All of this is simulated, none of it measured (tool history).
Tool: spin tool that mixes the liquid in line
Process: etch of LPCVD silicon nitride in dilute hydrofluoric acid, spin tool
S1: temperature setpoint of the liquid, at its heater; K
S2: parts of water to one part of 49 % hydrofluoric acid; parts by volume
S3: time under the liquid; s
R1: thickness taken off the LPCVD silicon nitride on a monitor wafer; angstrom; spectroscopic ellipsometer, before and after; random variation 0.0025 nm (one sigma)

{"run": 1, "hour": 0.0, "S1": 295.15, "S2": 100, "S3": 50, "R1": 1.9276}
{"run": 2, "hour": 5.1, "S1": 294.15, "S2": 115, "S3": 45, "R1": 1.3591}
{"run": 3, "hour": 8.9, "S1": 296.15, "S2": 115, "S3": 45, "R1": 1.6213}
{"run": 4, "hour": 12.7, "S1": 296.15, "S2": 100, "S3": 45, "R1": 1.8337}
{"run": 5, "hour": 18.3, "S1": 296.15, "S2": 115, "S3": 45, "R1": 1.559}
{"run": 6, "hour": 22.4, "S1": 296.15, "S2": 115, "S3": 30, "R1": 1.0167}
{"run": 7, "hour": 26.9, "S1": 296.15, "S2": 120, "S3": 30, "R1": 1.0525}

Forecast run 8:
{"run": 8, "hour": 35.6, "S1": 296.15, "S2": 125, "S3": 30, "R1": "?"}

R1: 1.0393 angstrom
